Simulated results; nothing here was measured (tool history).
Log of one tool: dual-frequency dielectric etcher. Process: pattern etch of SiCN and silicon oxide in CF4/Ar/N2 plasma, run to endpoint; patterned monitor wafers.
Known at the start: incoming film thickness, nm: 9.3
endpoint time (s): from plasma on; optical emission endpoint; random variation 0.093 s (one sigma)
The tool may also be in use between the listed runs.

run 1 day=0 | source_power_(W)=510 bias_power_(W)=67 Ar_flow_(sccm)=124 CF4_flow_(sccm)=74 | endpoint_time_(s)=9.9015
run 2 day=0.212 | source_power_(W)=460 bias_power_(W)=66 Ar_flow_(sccm)=125 CF4_flow_(sccm)=74 | endpoint_time_(s)=10.528
run 3 day=0.338 | source_power_(W)=420 bias_power_(W)=62 Ar_flow_(sccm)=128 CF4_flow_(sccm)=72 | endpoint_time_(s)=11.502
run 4 day=0.483 | source_power_(W)=420 bias_power_(W)=62 Ar_flow_(sccm)=143 CF4_flow_(sccm)=72 | endpoint_time_(s)=11.743
run 5 day=0.767 | source_power_(W)=390 bias_power_(W)=60 Ar_flow_(sccm)=144 CF4_flow_(sccm)=71 | endpoint_time_(s)=12.433
run 6 day=0.85 | source_power_(W)=370 bias_power_(W)=59 Ar_flow_(sccm)=145 CF4_flow_(sccm)=71 | endpoint_time_(s)=12.829
run 7 day=0.946 | source_power_(W)=350 bias_power_(W)=58 Ar_flow_(sccm)=146 CF4_flow_(sccm)=71 | endpoint_time_(s)=13.283

Run 8 comes next. What will it give?
run 8 day=1.208 | source_power_(W)=340 bias_power_(W)=58 Ar_flow_(sccm)=146 CF4_flow_(sccm)=71 | endpoint_time_(s)=?

endpoint time (s): 13.312

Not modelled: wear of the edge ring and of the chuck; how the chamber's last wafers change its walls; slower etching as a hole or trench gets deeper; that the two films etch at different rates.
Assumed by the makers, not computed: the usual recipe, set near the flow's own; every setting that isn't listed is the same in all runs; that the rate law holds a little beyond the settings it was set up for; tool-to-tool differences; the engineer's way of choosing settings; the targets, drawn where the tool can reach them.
